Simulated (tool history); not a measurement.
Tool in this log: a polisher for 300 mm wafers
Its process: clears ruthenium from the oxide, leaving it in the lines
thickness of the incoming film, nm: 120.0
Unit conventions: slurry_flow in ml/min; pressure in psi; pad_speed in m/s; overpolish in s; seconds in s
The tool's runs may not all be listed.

run	hour	slurry_flow	pressure	pad_speed	overpolish	seconds
1	0.0	265	2.0	0.92	11	125.91
2	3.0	265	1.6	0.92	11	142.47
3	6.8	260	1.4	0.80	11	177.18
4	13.1	260	1.2	0.74	11	206.09
5	20.0	260	1.1	0.70	11	227.66
6	26.3	260	1.1	0.70	9	216.94
7	28.5	260	1.0	0.66	9	247.69

What does the tool deliver on the next run?
8	35.9	260	1.0	0.64	9	?

{"run 8": {"seconds": 255.17}}
